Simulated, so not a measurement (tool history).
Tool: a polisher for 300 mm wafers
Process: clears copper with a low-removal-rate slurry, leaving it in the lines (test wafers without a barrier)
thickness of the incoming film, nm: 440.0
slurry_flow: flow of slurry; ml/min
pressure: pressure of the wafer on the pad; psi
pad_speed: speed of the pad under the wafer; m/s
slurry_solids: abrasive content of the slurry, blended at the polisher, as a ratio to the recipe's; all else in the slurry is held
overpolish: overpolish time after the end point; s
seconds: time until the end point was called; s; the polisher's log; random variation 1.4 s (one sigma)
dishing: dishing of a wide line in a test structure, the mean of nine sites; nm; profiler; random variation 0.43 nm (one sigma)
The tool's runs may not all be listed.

{"run": 1, "hour": 0.0, "slurry_flow": 215, "pressure": 3.1, "pad_speed": 1.08, "slurry_solids": 1.0, "overpolish": 14, "seconds": 174.89, "dishing": 25.795}
{"run": 2, "hour": 2.9, "slurry_flow": 215, "pressure": 3.1, "pad_speed": 1.08, "slurry_solids": 1.0, "overpolish": 11, "seconds": 174.26, "dishing": 21.113}
{"run": 3, "hour": 9.4, "slurry_flow": 210, "pressure": 3.3, "pad_speed": 1.08, "slurry_solids": 1.0, "overpolish": 12, "seconds": 163.24, "dishing": 24.238}
{"run": 4, "hour": 11.0, "slurry_flow": 210, "pressure": 3.3, "pad_speed": 0.96, "slurry_solids": 1.0, "overpolish": 12, "seconds": 183.68, "dishing": 21.651}
{"run": 5, "hour": 13.4, "slurry_flow": 210, "pressure": 3.5, "pad_speed": 0.96, "slurry_solids": 1.0, "overpolish": 13, "seconds": 178.03, "dishing": 24.306}
{"hour": 18.3, "done": "worn pad replaced by a new one"}
{"run": 6, "hour": 18.3, "slurry_flow": 210, "pressure": 3.7, "pad_speed": 0.96, "slurry_solids": 1.0, "overpolish": 13, "seconds": 148.21, "dishing": 28.645}

The next listed run, before its measurement:
{"run": 7, "hour": 27.2, "slurry_flow": 215, "pressure": 3.7, "pad_speed": 0.96, "slurry_solids": 1.0, "overpolish": 14, "seconds": "?", "dishing": "?"}

{"run 7": {"seconds": 151.27, "dishing": 30.722}}
